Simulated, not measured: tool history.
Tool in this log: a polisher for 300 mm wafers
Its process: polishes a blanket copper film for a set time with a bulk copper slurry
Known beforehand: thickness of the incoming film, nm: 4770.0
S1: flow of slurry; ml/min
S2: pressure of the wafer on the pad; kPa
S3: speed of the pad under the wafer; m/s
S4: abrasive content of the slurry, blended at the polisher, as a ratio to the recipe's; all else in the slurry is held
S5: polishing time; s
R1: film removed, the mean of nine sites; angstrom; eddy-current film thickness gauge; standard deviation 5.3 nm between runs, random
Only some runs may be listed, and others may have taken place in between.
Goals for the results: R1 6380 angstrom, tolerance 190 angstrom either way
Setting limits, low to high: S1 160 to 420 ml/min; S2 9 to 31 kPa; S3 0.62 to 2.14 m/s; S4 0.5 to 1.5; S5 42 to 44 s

run 1 day=0 | S1=270 S2=20 S3=1.38 S4=1 S5=42 | R1=4539.5
run 2 day=0.208 | S1=270 S2=20 S3=1.38 S4=1 S5=42 | R1=4534.9
run 3 day=0.379 | S1=270 S2=20 S3=1.38 S4=1.15 S5=42 | R1=4677.9
run 4 day=0.533 | S1=270 S2=15.9 S3=1.38 S4=1.15 S5=42 | R1=3826.5
run 5 day=0.608 | S1=270 S2=15.9 S3=1.38 S4=1.3 S5=42 | R1=3922.5
run 6 day=0.712 | S1=270 S2=18.6 S3=1.38 S4=1.3 S5=42 | R1=4609.5
run 7 day=0.754 | S1=270 S2=20 S3=1.38 S4=1.3 S5=42 | R1=4869.4
-- day=0.846 slurry blender recalibrated
run 8 day=0.846 | S1=270 S2=21.4 S3=1.38 S4=1.3 S5=42 | R1=5426.1
run 9 day=0.867 | S1=270 S2=22.1 S3=1.38 S4=1.3 S5=42 | R1=5580.7
run 10 day=0.958 | S1=270 S2=22.8 S3=1.38 S4=1.3 S5=42 | R1=5657.1

Which single option among these 4 for the next run brings every result within its allowed miss of target? Just one does.
run A day=1.05 | S1=270 S2=20 S3=1.6 S4=1.45 S5=44 | R1=?
run B day=1.05 | S1=270 S2=23.4 S3=1.3 S4=1.3 S5=44 | R1=?
run C day=1.05 | S1=275 S2=24.1 S3=1.28 S4=1.35 S5=43 | R1=?
run D day=1.05 | S1=285 S2=22.8 S3=1.4 S4=1.35 S5=43 | R1=?

move=A R1=6307.3
move=B R1=5873.1
move=C R1=5877.1
move=D R1=6062.9
A: every result within its allowed miss
B: better than the last run, though not everything is in spec
C: better than the last run, though not everything is in spec
D: better than the last run, though not everything is in spec
A is the move that brings every result within its allowed miss.
